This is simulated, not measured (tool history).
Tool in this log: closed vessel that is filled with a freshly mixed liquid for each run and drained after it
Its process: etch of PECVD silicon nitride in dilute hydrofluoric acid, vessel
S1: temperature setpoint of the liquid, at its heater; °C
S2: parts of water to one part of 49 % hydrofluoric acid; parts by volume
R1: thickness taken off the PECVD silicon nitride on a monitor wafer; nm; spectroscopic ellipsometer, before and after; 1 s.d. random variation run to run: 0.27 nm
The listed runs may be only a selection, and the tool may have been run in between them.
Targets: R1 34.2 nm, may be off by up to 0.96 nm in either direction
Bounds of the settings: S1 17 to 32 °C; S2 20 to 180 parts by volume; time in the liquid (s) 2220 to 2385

run 1 hour=0 | S1=24 S2=100 time_in_the_liquid_(s)=2220 | R1=80.11
run 2 hour=1.5 | S1=21.5 S2=100 time_in_the_liquid_(s)=2220 | R1=69.358
run 3 hour=10.4 | S1=21 S2=105 time_in_the_liquid_(s)=2220 | R1=62.697
run 4 hour=15.4 | S1=20.5 S2=110 time_in_the_liquid_(s)=2220 | R1=57.585
run 5 hour=17.7 | S1=20 S2=115 time_in_the_liquid_(s)=2220 | R1=53.267
run 6 hour=25 | S1=20 S2=125 time_in_the_liquid_(s)=2220 | R1=50.166
-- hour=26.4 hydrofluoric acid flow meter replaced
run 7 hour=26.4 | S1=19.5 S2=130 time_in_the_liquid_(s)=2220 | R1=43.018
run 8 hour=33.2 | S1=19 S2=130 time_in_the_liquid_(s)=2220 | R1=41.739
run 9 hour=41.3 | S1=18 S2=135 time_in_the_liquid_(s)=2220 | R1=38.383
run 10 hour=45.9 | S1=17.5 S2=140 time_in_the_liquid_(s)=2220 | R1=35.81

Below are 4 possible settings for the next run. Only one of them brings all results inside the allowed miss of their targets. Which is it?
run A hour=50.5 | S1=17 S2=140 time_in_the_liquid_(s)=2325 | R1=?
run B hour=50.5 | S1=17.5 S2=145 time_in_the_liquid_(s)=2220 | R1=?
run C hour=50.5 | S1=17 S2=135 time_in_the_liquid_(s)=2315 | R1=?
run D hour=50.5 | S1=17.5 S2=145 time_in_the_liquid_(s)=2345 | R1=?

move=A R1=36.147
move=B R1=34.53
move=C R1=37.277
move=D R1=36.474
A: further off than the last run
B: all results land within tolerance of their targets
C: further off than the last run
D: further off than the last run
The right move is B.
